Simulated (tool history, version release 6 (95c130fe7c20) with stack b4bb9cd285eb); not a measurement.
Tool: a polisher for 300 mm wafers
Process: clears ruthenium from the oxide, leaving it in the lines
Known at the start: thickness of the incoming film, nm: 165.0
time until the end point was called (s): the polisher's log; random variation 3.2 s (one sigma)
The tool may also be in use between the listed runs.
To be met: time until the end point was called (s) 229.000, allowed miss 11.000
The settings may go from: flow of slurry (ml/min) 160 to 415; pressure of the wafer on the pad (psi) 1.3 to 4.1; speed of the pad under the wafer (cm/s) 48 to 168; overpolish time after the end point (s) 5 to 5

run	day	flow of slurry (ml/min)	pressure of the wafer on the pad (psi)	speed of the pad under the wafer (cm/s)	overpolish time after the end point (s)	time until the end point was called (s)
1	0.000	265	2.7	108	5	132.170
2	0.175	265	2.7	134	5	106.300
3	0.546	265	3.2	134	5	92.544
4	0.821	265	3.2	148	5	83.715
5	1.171	265	2.8	148	5	95.867
6	1.412	260	2.5	138	5	114.350
7	1.762	250	1.8	108	5	199.180
8	2.050	250	1.7	108	5	208.250
# day 2.204: slurry nozzle cleaned
9	2.204	250	1.6	108	5	209.240

4 next moves are on the table. One of them brings every result within its allowed miss. Which?
A	2.358	240	1.6	118	5	?
B	2.358	270	1.6	108	5	?
C	2.358	235	1.6	100	5	?
D	2.358	265	1.6	112	5	?

move	time until the end point was called (s)
A	200.040
B	213.340
C	231.890
D	207.060
A: further off than the last run
B: nearer than the last run, and not there yet
C: meets every target
D: further off than the last run
Move C is the one to make.

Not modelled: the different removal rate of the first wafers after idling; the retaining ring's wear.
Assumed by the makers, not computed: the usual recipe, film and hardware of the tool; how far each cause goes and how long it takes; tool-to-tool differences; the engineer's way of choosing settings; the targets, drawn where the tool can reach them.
